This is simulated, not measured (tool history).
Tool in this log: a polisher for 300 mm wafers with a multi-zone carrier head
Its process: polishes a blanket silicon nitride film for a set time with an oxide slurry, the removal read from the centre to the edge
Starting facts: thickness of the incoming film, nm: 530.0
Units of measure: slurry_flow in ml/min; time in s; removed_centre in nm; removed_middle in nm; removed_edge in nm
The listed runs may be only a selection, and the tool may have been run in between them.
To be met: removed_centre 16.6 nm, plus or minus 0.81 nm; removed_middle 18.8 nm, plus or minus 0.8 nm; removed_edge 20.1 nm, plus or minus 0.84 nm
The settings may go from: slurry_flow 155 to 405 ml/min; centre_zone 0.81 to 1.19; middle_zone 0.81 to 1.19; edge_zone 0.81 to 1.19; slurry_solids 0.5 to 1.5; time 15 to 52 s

{"run": 1, "hour": 0.0, "slurry_flow": 260, "centre_zone": 1, "middle_zone": 1, "edge_zone": 1, "slurry_solids": 1, "time": 33, "removed_centre": 20.289, "removed_middle": 19.66, "removed_edge": 20.119}
{"run": 2, "hour": 1.9, "slurry_flow": 260, "centre_zone": 1, "middle_zone": 1, "edge_zone": 0.96, "slurry_solids": 1, "time": 33, "removed_centre": 20.716, "removed_middle": 19.994, "removed_edge": 20.046}
{"run": 3, "hour": 4.4, "slurry_flow": 260, "centre_zone": 1, "middle_zone": 1, "edge_zone": 1.01, "slurry_solids": 1, "time": 33, "removed_centre": 19.946, "removed_middle": 20.028, "removed_edge": 20.761}
{"run": 4, "hour": 13.5, "slurry_flow": 255, "centre_zone": 0.97, "middle_zone": 0.99, "edge_zone": 1.01, "slurry_solids": 1, "time": 33, "removed_centre": 19.075, "removed_middle": 20.039, "removed_edge": 20.238}
{"run": 5, "hour": 18.9, "slurry_flow": 255, "centre_zone": 0.97, "middle_zone": 1.06, "edge_zone": 1.01, "slurry_solids": 1, "time": 33, "removed_centre": 19.628, "removed_middle": 21.273, "removed_edge": 20.487}
{"run": 6, "hour": 22.3, "slurry_flow": 255, "centre_zone": 0.97, "middle_zone": 1.06, "edge_zone": 1.01, "slurry_solids": 1, "time": 36, "removed_centre": 21.693, "removed_middle": 22.731, "removed_edge": 22.39}
{"run": 7, "hour": 24.4, "slurry_flow": 250, "centre_zone": 0.94, "middle_zone": 1.02, "edge_zone": 1.01, "slurry_solids": 0.95, "time": 36, "removed_centre": 20.038, "removed_middle": 21.182, "removed_edge": 22.007}
{"run": 8, "hour": 25.8, "slurry_flow": 250, "centre_zone": 0.91, "middle_zone": 1.01, "edge_zone": 1, "slurry_solids": 0.9, "time": 36, "removed_centre": 19.134, "removed_middle": 20.607, "removed_edge": 20.533}
{"run": 9, "hour": 34.7, "slurry_flow": 245, "centre_zone": 0.89, "middle_zone": 0.99, "edge_zone": 1.01, "slurry_solids": 0.9, "time": 36, "removed_centre": 18.496, "removed_middle": 20.392, "removed_edge": 20.853}
{"run": 10, "hour": 42.8, "slurry_flow": 240, "centre_zone": 0.87, "middle_zone": 0.97, "edge_zone": 1.01, "slurry_solids": 0.9, "time": 36, "removed_centre": 18.588, "removed_middle": 20.308, "removed_edge": 21.013}

Which one of the following 5 next-run settings gets every result inside its allowed miss? There is exactly one.
{"run": "A", "hour": 50.9, "slurry_flow": 245, "centre_zone": 0.85, "middle_zone": 0.94, "edge_zone": 1.1, "slurry_solids": 0.95, "time": 37, "removed_centre": "?", "removed_middle": "?", "removed_edge": "?"}
{"run": "B", "hour": 50.9, "slurry_flow": 180, "centre_zone": 0.85, "middle_zone": 0.97, "edge_zone": 0.99, "slurry_solids": 0.95, "time": 35, "removed_centre": "?", "removed_middle": "?", "removed_edge": "?"}
{"run": "C", "hour": 50.9, "slurry_flow": 180, "centre_zone": 0.87, "middle_zone": 1.03, "edge_zone": 1.19, "slurry_solids": 1.05, "time": 35, "removed_centre": "?", "removed_middle": "?", "removed_edge": "?"}
{"run": "D", "hour": 50.9, "slurry_flow": 240, "centre_zone": 0.9, "middle_zone": 1.02, "edge_zone": 0.93, "slurry_solids": 1, "time": 34, "removed_centre": "?", "removed_middle": "?", "removed_edge": "?"}
{"run": "E", "hour": 50.9, "slurry_flow": 265, "centre_zone": 0.94, "middle_zone": 1.01, "edge_zone": 1.03, "slurry_solids": 0.9, "time": 39, "removed_centre": "?", "removed_middle": "?", "removed_edge": "?"}

move=A removed_centre=19.056 removed_middle=20.689 removed_edge=22.932
move=B removed_centre=17.061 removed_middle=19.127 removed_edge=20.232
move=C removed_centre=18.373 removed_middle=21.152 removed_edge=22.538
move=D removed_centre=18.994 removed_middle=20.844 removed_edge=20.494
move=E removed_centre=21.854 removed_middle=22.725 removed_edge=23.161
A: misses by more than the last run did
B: all results land within tolerance of their targets
C: misses by more than the last run did
D: misses by more than the last run did
E: misses by more than the last run did
Answer: B
